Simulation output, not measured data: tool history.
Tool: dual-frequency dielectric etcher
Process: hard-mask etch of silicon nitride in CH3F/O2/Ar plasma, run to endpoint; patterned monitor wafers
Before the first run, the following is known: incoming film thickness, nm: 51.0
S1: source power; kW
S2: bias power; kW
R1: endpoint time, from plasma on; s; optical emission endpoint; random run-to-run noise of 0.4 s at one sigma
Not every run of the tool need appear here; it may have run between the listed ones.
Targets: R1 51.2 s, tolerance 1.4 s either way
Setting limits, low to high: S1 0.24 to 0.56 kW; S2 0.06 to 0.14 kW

run	hour	S1	S2	R1
1	0	0.4	0.1	62.355
2	8.8	0.43	0.105	59.118
3	17.4	0.43	0.115	57.416
4	19.9	0.45	0.117	55.682
5	26.6	0.46	0.118	55.044
6	29.5	0.47	0.119	53.774
7	37	0.48	0.12	53.622
8	44.1	0.49	0.121	53.319

Which single option among these 5 for the next run brings every result within its allowed miss of target? Just one does.
A	51.2	0.55	0.14	?
B	51.2	0.56	0.14	?
C	51.2	0.48	0.113	?
D	51.2	0.52	0.121	?
E	51.2	0.41	0.115	?

move	R1
A	48.703
B	48.301
C	55.432
D	52.281
E	59.603
A: the result that was furthest off in the last run now lies on the other side of its target
B: the result that was furthest off in the last run now lies on the other side of its target
C: moves away from the targets compared with the last run
D: all results in spec
E: moves away from the targets compared with the last run
Correct choice: D, which meets every target
